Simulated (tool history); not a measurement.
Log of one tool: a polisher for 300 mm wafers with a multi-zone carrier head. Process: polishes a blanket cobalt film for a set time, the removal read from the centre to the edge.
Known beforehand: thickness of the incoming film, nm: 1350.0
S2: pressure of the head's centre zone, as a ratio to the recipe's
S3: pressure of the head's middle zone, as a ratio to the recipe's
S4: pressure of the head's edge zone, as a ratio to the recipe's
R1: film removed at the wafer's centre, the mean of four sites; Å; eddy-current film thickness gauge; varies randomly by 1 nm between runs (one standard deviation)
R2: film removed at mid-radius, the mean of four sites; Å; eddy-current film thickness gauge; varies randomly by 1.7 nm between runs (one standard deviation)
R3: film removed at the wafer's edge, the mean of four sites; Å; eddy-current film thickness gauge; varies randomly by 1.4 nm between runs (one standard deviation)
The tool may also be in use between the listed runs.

run 1 hour=0 | flow_of_slurry_(ml/min)=130 S2=1 S3=1 S4=1 polishing_time_(s)=30 | R1=1743.3 R2=1790.4 R3=1715.1
run 2 hour=2.2 | flow_of_slurry_(ml/min)=125 S2=0.99 S3=0.99 S4=0.99 polishing_time_(s)=29 | R1=1630.9 R2=1704.7 R3=1641.5
run 3 hour=8.7 | flow_of_slurry_(ml/min)=125 S2=0.99 S3=0.96 S4=0.99 polishing_time_(s)=29 | R1=1683.1 R2=1647 R3=1656.3
run 4 hour=10 | flow_of_slurry_(ml/min)=100 S2=0.99 S3=0.96 S4=0.99 polishing_time_(s)=29 | R1=1533.1 R2=1558.3 R3=1546.3
run 5 hour=16.6 | flow_of_slurry_(ml/min)=100 S2=0.99 S3=0.96 S4=1.05 polishing_time_(s)=29 | R1=1507.5 R2=1593.7 R3=1612.6
run 6 hour=22.5 | flow_of_slurry_(ml/min)=100 S2=0.91 S3=0.96 S4=1.05 polishing_time_(s)=29 | R1=1400.4 R2=1568.2 R3=1593.5
run 7 hour=24.6 | flow_of_slurry_(ml/min)=100 S2=0.9 S3=0.96 S4=1.03 polishing_time_(s)=29 | R1=1402.2 R2=1573.7 R3=1600.4
run 8 hour=29.5 | flow_of_slurry_(ml/min)=100 S2=0.9 S3=0.96 S4=1.02 polishing_time_(s)=29 | R1=1394.6 R2=1561 R3=1614.6

Predict the results of run 9:
run 9 hour=37.8 | flow_of_slurry_(ml/min)=110 S2=0.96 S3=0.96 S4=0.92 polishing_time_(s)=22 | R1=? R2=? R3=?

Run 9 produced R1 1172.9 Å, R2 1218.5 Å, R3 1172.4 Å.
